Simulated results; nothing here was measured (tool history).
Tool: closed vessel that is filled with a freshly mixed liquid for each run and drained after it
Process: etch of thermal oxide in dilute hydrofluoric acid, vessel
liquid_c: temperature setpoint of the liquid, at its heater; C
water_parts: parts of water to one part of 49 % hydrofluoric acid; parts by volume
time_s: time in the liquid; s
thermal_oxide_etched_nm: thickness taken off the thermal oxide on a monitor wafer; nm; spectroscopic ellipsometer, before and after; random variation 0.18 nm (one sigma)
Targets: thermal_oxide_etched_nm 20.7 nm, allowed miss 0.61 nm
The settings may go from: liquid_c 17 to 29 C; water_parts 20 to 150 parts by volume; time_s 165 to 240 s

run	hour	liquid_c	water_parts	time_s	thermal_oxide_etched_nm
1	0	21	85	240	13.205
2	9.3	18	85	240	11.757
3	15.3	18	85	240	11.664
4	21	19	85	240	11.905
5	30.2	20	85	240	12.442
6	37.7	17	85	240	11.19
7	41.1	18	85	240	11.574
8	43.2	19	85	240	12.037
9	51.2	20	85	240	12.789
10	56.4	21	85	240	13.212
11	63.6	22	85	240	13.79
12	68	22.5	85	240	14.081

5 next moves are on the table. One of them brings every result within its allowed miss. Which?
A	72.4	22.5	75	165	?
B	72.4	29	70	220	?
C	72.4	21.5	55	240	?
D	72.4	20.5	50	240	?
E	72.4	25	60	240	?

move	thermal_oxide_etched_nm
A	11.025
B	20.544
C	21.508
D	22.824
E	22.624
A: further off than the last run
B: meets every target
C: takes the result that was furthest off past its target
D: takes the result that was furthest off past its target
E: takes the result that was furthest off past its target
The right move is B.

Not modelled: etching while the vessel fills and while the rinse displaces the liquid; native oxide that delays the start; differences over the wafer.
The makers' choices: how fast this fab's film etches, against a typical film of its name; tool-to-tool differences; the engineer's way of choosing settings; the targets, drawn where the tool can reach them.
